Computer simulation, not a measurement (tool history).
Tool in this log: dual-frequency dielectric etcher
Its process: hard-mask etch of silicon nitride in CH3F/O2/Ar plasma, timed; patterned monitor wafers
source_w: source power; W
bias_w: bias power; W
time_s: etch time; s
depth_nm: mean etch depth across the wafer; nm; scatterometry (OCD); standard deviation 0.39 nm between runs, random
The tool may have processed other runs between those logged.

Run 1, day 0: source_w 300 W, bias_w 85 W, time_s 107 s. Result: depth_nm 65.634 nm.
Run 2, day 0.071: source_w 320 W, bias_w 87 W, time_s 107 s. Result: depth_nm 67.124 nm.
Run 3, day 0.425: source_w 320 W, bias_w 98 W, time_s 107 s. Result: depth_nm 70.755 nm.
Run 4, day 0.642: source_w 330 W, bias_w 99 W, time_s 107 s. Result: depth_nm 71.367 nm.
Run 5, day 0.75: source_w 330 W, bias_w 99 W, time_s 98.5 s. Result: depth_nm 65.934 nm.
Run 6, day 0.838: source_w 290 W, bias_w 99 W, time_s 98.5 s. Result: depth_nm 63.365 nm.
Run 7, day 1.188: source_w 310 W, bias_w 101 W, time_s 99 s. Result: depth_nm 65.712 nm.

Run 8 has not been measured yet. What should we expect?
Run 8, day 1.246: source_w 330 W, bias_w 103 W, time_s 99.5 s. Result: depth_nm ?.

Run 8 came out at depth_nm 67.895 nm.

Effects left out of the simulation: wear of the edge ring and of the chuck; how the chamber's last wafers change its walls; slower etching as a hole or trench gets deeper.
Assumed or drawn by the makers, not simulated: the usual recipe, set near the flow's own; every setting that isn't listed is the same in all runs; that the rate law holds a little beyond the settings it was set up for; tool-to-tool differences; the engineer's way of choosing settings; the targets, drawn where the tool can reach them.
